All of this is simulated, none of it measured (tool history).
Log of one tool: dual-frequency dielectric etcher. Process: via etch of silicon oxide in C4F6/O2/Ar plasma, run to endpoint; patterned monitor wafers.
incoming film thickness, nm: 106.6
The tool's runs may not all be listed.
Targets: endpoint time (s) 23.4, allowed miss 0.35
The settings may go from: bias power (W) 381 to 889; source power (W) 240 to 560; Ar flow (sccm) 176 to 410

run,hour,bias power (W),source power (W),Ar flow (sccm),endpoint time (s)
1,0,635,400,293,20.554
2,7.4,719,400,293,19.822
3,14.7,719,340,293,21.09
4,17.1,719,400,293,19.749
5,25.3,624,390,294,20.804
6,29.5,560,380,295,21.748
7,34.7,517,380,295,22.115
8,37.3,483,380,295,22.848

4 next moves are on the table. One of them brings every result within its allowed miss. Which?
A,39.9,501,340,266,?
B,39.9,453,390,258,?
C,39.9,422,350,282,?
D,39.9,493,380,291,?

move,endpoint time (s)
A,23.306
B,22.622
C,24.206
D,22.532
A: meets every target
B: further off than the last run
C: takes the result that was furthest off past its target
D: further off than the last run
Move A is the one to make.
